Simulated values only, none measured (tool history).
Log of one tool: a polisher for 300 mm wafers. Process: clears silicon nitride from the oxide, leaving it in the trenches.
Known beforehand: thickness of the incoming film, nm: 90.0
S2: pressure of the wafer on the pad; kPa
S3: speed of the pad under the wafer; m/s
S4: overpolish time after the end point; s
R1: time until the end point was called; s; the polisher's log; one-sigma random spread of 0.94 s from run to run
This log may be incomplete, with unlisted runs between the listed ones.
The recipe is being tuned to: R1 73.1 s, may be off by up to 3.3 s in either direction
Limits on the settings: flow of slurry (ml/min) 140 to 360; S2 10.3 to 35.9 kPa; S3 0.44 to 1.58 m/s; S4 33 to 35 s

run 1 hour=0 | flow_of_slurry_(ml/min)=230 S2=22.8 S3=1 S4=33 | R1=96.425
run 2 hour=5.8 | flow_of_slurry_(ml/min)=275 S2=22.8 S3=1 S4=33 | R1=97.652
run 3 hour=7.7 | flow_of_slurry_(ml/min)=275 S2=24.8 S3=1 S4=33 | R1=87.794
run 4 hour=9.7 | flow_of_slurry_(ml/min)=275 S2=26.2 S3=1 S4=33 | R1=83.61
run 5 hour=18.7 | flow_of_slurry_(ml/min)=275 S2=26.2 S3=1 S4=33 | R1=83.657
run 6 hour=21.2 | flow_of_slurry_(ml/min)=275 S2=26.2 S3=0.88 S4=33 | R1=92.932
run 7 hour=26.6 | flow_of_slurry_(ml/min)=275 S2=27.6 S3=0.88 S4=33 | R1=89.257
run 8 hour=33.6 | flow_of_slurry_(ml/min)=275 S2=29 S3=0.88 S4=33 | R1=85.855
run 9 hour=36.4 | flow_of_slurry_(ml/min)=275 S2=30.3 S3=0.88 S4=33 | R1=82.267
run 10 hour=43.1 | flow_of_slurry_(ml/min)=275 S2=30.3 S3=0.88 S4=33 | R1=82.411

Consider the 4 candidate settings below. Which is the only one whose results all fall within their allowed miss of target?
run A hour=49.8 | flow_of_slurry_(ml/min)=275 S2=29.6 S3=1.02 S4=35 | R1=?
run B hour=49.8 | flow_of_slurry_(ml/min)=315 S2=31.7 S3=1.08 S4=34 | R1=?
run C hour=49.8 | flow_of_slurry_(ml/min)=260 S2=30.3 S3=1.14 S4=33 | R1=?
run D hour=49.8 | flow_of_slurry_(ml/min)=340 S2=35.9 S3=0.94 S4=34 | R1=?

move=A R1=71.703
move=B R1=62.831
move=C R1=63.607
move=D R1=62.942
A: every result lands within tolerance
B: carries the result that was furthest off beyond its target, to the other side
C: carries the result that was furthest off beyond its target, to the other side
D: carries the result that was furthest off beyond its target, to the other side
Move A is the one to make.

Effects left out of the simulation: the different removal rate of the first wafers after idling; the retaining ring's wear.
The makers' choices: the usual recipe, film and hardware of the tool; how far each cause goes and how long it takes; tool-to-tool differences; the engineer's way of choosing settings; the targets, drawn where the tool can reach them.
